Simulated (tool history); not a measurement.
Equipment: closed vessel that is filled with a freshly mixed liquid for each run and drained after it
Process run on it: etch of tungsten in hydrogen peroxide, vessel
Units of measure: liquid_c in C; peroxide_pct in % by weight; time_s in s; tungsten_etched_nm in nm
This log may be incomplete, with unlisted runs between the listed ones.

run 1 hour=0.0 | liquid_c=43.0 peroxide_pct=24.5 time_s=35 | tungsten_etched_nm=59.471
run 2 hour=4.0 | liquid_c=45.5 peroxide_pct=24.5 time_s=35 | tungsten_etched_nm=69.563
run 3 hour=10.3 | liquid_c=45.5 peroxide_pct=20.5 time_s=35 | tungsten_etched_nm=64.257
run 4 hour=16.6 | liquid_c=48.0 peroxide_pct=20.5 time_s=35 | tungsten_etched_nm=74.254
run 5 hour=24.4 | liquid_c=49.5 peroxide_pct=20.5 time_s=35 | tungsten_etched_nm=81.843
run 6 hour=30.2 | liquid_c=53.0 peroxide_pct=20.5 time_s=35 | tungsten_etched_nm=100.140
run 7 hour=38.6 | liquid_c=53.0 peroxide_pct=20.5 time_s=35 | tungsten_etched_nm=100.730
run 8 hour=40.4 | liquid_c=53.5 peroxide_pct=20.5 time_s=35 | tungsten_etched_nm=103.710

For run 9, what comes out?
run 9 hour=42.1 | liquid_c=54.0 peroxide_pct=20.5 time_s=35 | tungsten_etched_nm=?

tungsten_etched_nm: 108.050 nm
